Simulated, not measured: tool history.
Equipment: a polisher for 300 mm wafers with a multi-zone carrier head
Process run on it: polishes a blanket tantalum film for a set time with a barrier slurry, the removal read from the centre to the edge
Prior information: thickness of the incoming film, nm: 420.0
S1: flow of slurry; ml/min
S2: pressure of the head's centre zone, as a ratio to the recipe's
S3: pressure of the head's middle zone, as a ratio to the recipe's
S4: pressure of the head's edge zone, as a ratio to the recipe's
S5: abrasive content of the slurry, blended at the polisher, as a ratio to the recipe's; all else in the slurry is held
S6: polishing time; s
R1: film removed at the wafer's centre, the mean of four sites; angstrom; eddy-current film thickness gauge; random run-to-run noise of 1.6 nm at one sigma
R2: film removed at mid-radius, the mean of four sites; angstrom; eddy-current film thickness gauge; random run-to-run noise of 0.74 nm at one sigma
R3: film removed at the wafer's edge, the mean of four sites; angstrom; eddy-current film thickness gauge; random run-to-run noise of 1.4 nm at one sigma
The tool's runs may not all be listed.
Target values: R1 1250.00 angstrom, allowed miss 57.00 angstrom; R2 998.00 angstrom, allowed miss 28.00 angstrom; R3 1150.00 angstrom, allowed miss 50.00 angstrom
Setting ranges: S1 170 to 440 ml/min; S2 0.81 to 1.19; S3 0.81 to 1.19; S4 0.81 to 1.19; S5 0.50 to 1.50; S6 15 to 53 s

{"run": 1, "day": 0.0, "S1": 280, "S2": 1.0, "S3": 1.0, "S4": 1.0, "S5": 1.0, "S6": 34, "R1": 922.71, "R2": 938.28, "R3": 939.48}
{"run": 2, "day": 0.062, "S1": 280, "S2": 1.0, "S3": 1.0, "S4": 0.95, "S5": 1.0, "S6": 34, "R1": 906.56, "R2": 929.05, "R3": 900.19}
{"run": 3, "day": 0.15, "S1": 280, "S2": 1.0, "S3": 1.0, "S4": 0.87, "S5": 1.0, "S6": 34, "R1": 927.18, "R2": 932.34, "R3": 876.06}
{"run": 4, "day": 0.246, "S1": 255, "S2": 1.0, "S3": 1.0, "S4": 0.87, "S5": 1.0, "S6": 34, "R1": 902.33, "R2": 909.7, "R3": 850.74}
{"run": 5, "day": 0.342, "S1": 270, "S2": 1.02, "S3": 0.99, "S4": 0.9, "S5": 1.05, "S6": 34, "R1": 943.84, "R2": 921.56, "R3": 890.12}
{"run": 6, "day": 0.562, "S1": 270, "S2": 1.02, "S3": 0.99, "S4": 0.9, "S5": 1.05, "S6": 27, "R1": 743.19, "R2": 742.18, "R3": 696.29}
{"run": 7, "day": 0.729, "S1": 280, "S2": 1.04, "S3": 0.98, "S4": 0.93, "S5": 1.1, "S6": 28, "R1": 816.84, "R2": 771.57, "R3": 748.49}
{"run": 8, "day": 1.062, "S1": 305, "S2": 1.1, "S3": 0.96, "S4": 1.03, "S5": 1.35, "S6": 34, "R1": 1106.2, "R2": 981.43, "R3": 1031.2}
{"run": 9, "day": 1.404, "S1": 305, "S2": 1.1, "S3": 0.96, "S4": 1.03, "S5": 1.35, "S6": 34, "R1": 1116.5, "R2": 973.48, "R3": 1034.9}
{"run": 10, "day": 1.662, "S1": 310, "S2": 1.11, "S3": 0.96, "S4": 1.04, "S5": 1.35, "S6": 34, "R1": 1119.1, "R2": 985.47, "R3": 1039.6}
{"run": 11, "day": 2.017, "S1": 310, "S2": 1.12, "S3": 0.95, "S4": 1.05, "S5": 1.35, "S6": 34, "R1": 1134.7, "R2": 975.9, "R3": 1061.8}
{"run": 12, "day": 2.05, "S1": 315, "S2": 1.13, "S3": 0.95, "S4": 1.06, "S5": 1.35, "S6": 34, "R1": 1122.7, "R2": 980.63, "R3": 1042.5}
{"run": 13, "day": 2.338, "S1": 290, "S2": 1.15, "S3": 0.85, "S4": 1.07, "S5": 1.5, "S6": 36, "R1": 1272.0, "R2": 957.49, "R3": 1153.6}

5 candidate next runs follow, results not yet known. Just one meets every target within its allowed miss. Identify it.
{"run": "A", "day": 2.625, "S1": 365, "S2": 1.14, "S3": 0.88, "S4": 1.1, "S5": 1.35, "S6": 36, "R1": "?", "R2": "?", "R3": "?"}
{"run": "B", "day": 2.625, "S1": 285, "S2": 1.19, "S3": 0.81, "S4": 1.07, "S5": 1.5, "S6": 39, "R1": "?", "R2": "?", "R3": "?"}
{"run": "C", "day": 2.625, "S1": 270, "S2": 1.14, "S3": 0.83, "S4": 1.07, "S5": 1.5, "S6": 37, "R1": "?", "R2": "?", "R3": "?"}
{"run": "D", "day": 2.625, "S1": 275, "S2": 1.1, "S3": 0.84, "S4": 1.19, "S5": 1.5, "S6": 38, "R1": "?", "R2": "?", "R3": "?"}
{"run": "E", "day": 2.625, "S1": 295, "S2": 1.19, "S3": 0.84, "S4": 1.0, "S5": 1.35, "S6": 39, "R1": "?", "R2": "?", "R3": "?"}

move=A R1=1261.10 R2=983.31 R3=1148.20
move=B R1=1422.30 R2=994.90 R3=1234.60
move=C R1=1283.50 R2=957.05 R3=1165.30
move=D R1=1274.80 R2=994.81 R3=1265.70
move=E R1=1394.40 R2=1004.30 R3=1168.60
A: each result inside its tolerance
B: corrects the largest miss of the last run, while another result sits out of spec
C: roughly where the last run was
D: corrects the largest miss of the last run, while another result sits out of spec
E: corrects the largest miss of the last run, while another result sits out of spec
Correct choice: A, which meets every target
